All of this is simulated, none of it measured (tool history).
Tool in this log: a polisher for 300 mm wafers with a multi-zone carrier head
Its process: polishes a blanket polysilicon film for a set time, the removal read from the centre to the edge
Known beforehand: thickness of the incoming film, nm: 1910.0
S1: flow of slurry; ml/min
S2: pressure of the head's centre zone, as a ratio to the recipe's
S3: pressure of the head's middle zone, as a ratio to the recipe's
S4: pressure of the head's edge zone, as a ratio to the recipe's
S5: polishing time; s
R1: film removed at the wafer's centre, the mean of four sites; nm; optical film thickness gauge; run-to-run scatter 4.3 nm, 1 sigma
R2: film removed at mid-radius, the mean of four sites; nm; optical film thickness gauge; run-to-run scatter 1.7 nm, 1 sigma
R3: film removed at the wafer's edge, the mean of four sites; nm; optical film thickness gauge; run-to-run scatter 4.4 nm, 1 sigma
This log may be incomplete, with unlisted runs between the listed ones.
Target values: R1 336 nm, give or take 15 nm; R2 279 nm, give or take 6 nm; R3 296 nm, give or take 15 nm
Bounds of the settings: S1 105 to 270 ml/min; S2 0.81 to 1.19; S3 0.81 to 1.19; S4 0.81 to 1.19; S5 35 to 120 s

run 1 hour=0 | S1=175 S2=1 S3=1 S4=1 S5=77 | R1=387.18 R2=380.3 R3=397.59
run 2 hour=7.3 | S1=170 S2=1.01 S3=0.98 S4=0.97 S5=75 | R1=375.43 R2=364.69 R3=380.97
run 3 hour=10.8 | S1=170 S2=1.01 S3=0.98 S4=1.03 S5=75 | R1=389.13 R2=361.8 R3=385.44
run 4 hour=11.9 | S1=170 S2=0.96 S3=0.98 S4=1.03 S5=75 | R1=360.7 R2=366.9 R3=392.31
run 5 hour=13.8 | S1=170 S2=0.96 S3=0.98 S4=1.03 S5=83 | R1=396.07 R2=396.09 R3=436.46
run 6 hour=18.4 | S1=170 S2=0.96 S3=0.98 S4=1.08 S5=83 | R1=387.38 R2=402.69 R3=444.5
run 7 hour=22.3 | S1=165 S2=0.97 S3=0.97 S4=1.05 S5=79 | R1=383.85 R2=378.29 R3=414.43
run 8 hour=29.2 | S1=160 S2=0.98 S3=0.96 S4=1.03 S5=76 | R1=362.45 R2=355.87 R3=385.56

Which one of the following 4 next-run settings gets every result inside its allowed miss? There is exactly one.
run A hour=36.1 | S1=160 S2=1.01 S3=1.04 S4=0.99 S5=59 | R1=? R2=? R3=?
run B hour=36.1 | S1=160 S2=1.16 S3=0.98 S4=1.03 S5=58 | R1=? R2=? R3=?
run C hour=36.1 | S1=145 S2=1.14 S3=0.9 S4=1.05 S5=67 | R1=? R2=? R3=?
run D hour=36.1 | S1=125 S2=1.11 S3=0.98 S4=1.06 S5=66 | R1=? R2=? R3=?

move=A R1=289.03 R2=295.92 R3=293.62
move=B R1=326.54 R2=279 R3=294.39
move=C R1=361.82 R2=298.08 R3=338.43
move=D R1=332.94 R2=299.81 R3=326.1
A: better than the last run, though not everything is in spec
B: every result within its allowed miss
C: better than the last run, though not everything is in spec
D: better than the last run, though not everything is in spec
B is the move that brings every result within its allowed miss.
